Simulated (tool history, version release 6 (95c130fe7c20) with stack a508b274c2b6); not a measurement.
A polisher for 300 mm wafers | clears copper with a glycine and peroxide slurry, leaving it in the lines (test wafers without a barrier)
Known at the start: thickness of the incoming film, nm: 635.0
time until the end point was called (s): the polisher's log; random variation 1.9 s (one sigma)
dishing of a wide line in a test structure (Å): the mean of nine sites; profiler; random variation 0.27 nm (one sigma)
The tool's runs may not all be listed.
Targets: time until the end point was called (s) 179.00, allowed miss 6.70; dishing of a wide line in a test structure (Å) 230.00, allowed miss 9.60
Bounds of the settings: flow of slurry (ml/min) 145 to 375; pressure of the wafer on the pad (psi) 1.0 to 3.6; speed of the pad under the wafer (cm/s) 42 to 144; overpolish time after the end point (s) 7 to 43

run    day  flow of slurry (ml/min)  pressure of the wafer on the pad (psi)  speed of the pad under the wafer (cm/s)  overpolish time after the end point (s)  time until the end point was called (s)  dishing of a wide line in a test structure (Å)
  1  0.000                      240                                     2.3                                       92                                       22                                   166.48                                          494.10
  2  0.254                      230                                     2.2                                       94                                       20                                   171.32                                          445.97
  3  0.517                      230                                     2.2                                       82                                       20                                   188.75                                          412.25
  4  0.700                      230                                     1.6                                       82                                       20                                   227.29                                          347.24
  5  0.921                      225                                     1.6                                       86                                       18                                   220.70                                          325.34
  6  1.175                      225                                     1.6                                       70                                       18                                   257.53                                          291.59
  7  1.492                      215                                     1.6                                       76                                       16                                   241.17                                          272.94
  8  1.567                      210                                     1.7                                       76                                       15                                   235.23                                          263.65
  9  1.821                      210                                     1.7                                       76                                       15                                   234.97                                          261.00
 10  1.875                      210                                     1.8                                       76                                       14                                   228.13                                          259.30
 11  2.250                      210                                     1.9                                       76                                       13                                   220.06                                          246.85
 12  2.442                      215                                     2.0                                       76                                       12                                   212.06                                          235.00
 13  2.696                      220                                     2.1                                       76                                       12                                   206.57                                          245.42
 14  2.992                      220                                     2.2                                       76                                       12                                   199.48                                          249.39
 15  3.042                      225                                     2.4                                       76                                       10                                   184.71                                          221.96

5 next moves are on the table. One of them brings every result within its allowed miss. Which?
  A  3.092                      175                                     2.7                                       76                                       10                                        ?                                               ?
  B  3.092                      185                                     2.5                                       74                                       11                                        ?                                               ?
  C  3.092                      300                                     2.4                                       76                                        9                                        ?                                               ?
  D  3.092                      280                                     2.6                                       66                                       10                                        ?                                               ?
  E  3.092                      220                                     2.6                                       76                                        9                                        ?                                               ?

move  time until the end point was called (s)  dishing of a wide line in a test structure (Å)
   A                                   177.41                                          233.94
   B                                   189.26                                          240.61
   C                                   180.93                                          208.45
   D                                   191.99                                          218.10
   E                                   176.93                                          212.87
A: meets every target
B: further off than the last run
C: brings the result that was furthest off to its target, and leaves another outside
D: further off than the last run
E: brings the result that was furthest off to its target, and leaves another outside
The right move is A.
